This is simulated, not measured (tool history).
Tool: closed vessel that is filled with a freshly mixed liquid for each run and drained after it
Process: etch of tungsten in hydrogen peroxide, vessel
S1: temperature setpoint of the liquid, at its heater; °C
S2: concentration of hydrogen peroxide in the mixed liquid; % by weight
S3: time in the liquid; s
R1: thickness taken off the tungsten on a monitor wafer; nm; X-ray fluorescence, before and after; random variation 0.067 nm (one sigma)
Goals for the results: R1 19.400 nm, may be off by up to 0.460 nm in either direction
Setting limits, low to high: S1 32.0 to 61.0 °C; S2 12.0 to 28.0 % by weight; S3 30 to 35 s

run,day,S1,S2,S3,R1
1,0.000,45.0,19.0,35,38.324
2,0.367,40.0,19.0,35,27.621
3,0.588,40.0,19.0,30,23.674
4,0.846,40.0,19.0,35,27.735
5,0.971,38.5,19.0,35,24.968
6,1.358,37.5,19.0,35,23.498
7,1.421,36.5,19.0,35,21.923
8,1.500,36.0,19.0,35,21.253
9,1.762,35.5,19.0,35,20.616
10,1.979,35.0,19.0,35,19.912

5 next moves are on the table. One of them brings every result within its allowed miss. Which?
A,2.196,35.0,15.5,35,?
B,2.196,34.5,19.5,35,?
C,2.196,33.5,24.5,35,?
D,2.196,37.0,16.0,35,?
E,2.196,35.5,18.5,35,?

move,R1
A,18.046
B,19.571
C,20.502
D,20.955
E,20.388
A: the result that was furthest off in the last run now lies on the other side of its target
B: each result inside its tolerance
C: lands further from the targets than the last run did
D: lands further from the targets than the last run did
E: lands further from the targets than the last run did
The right move is B.
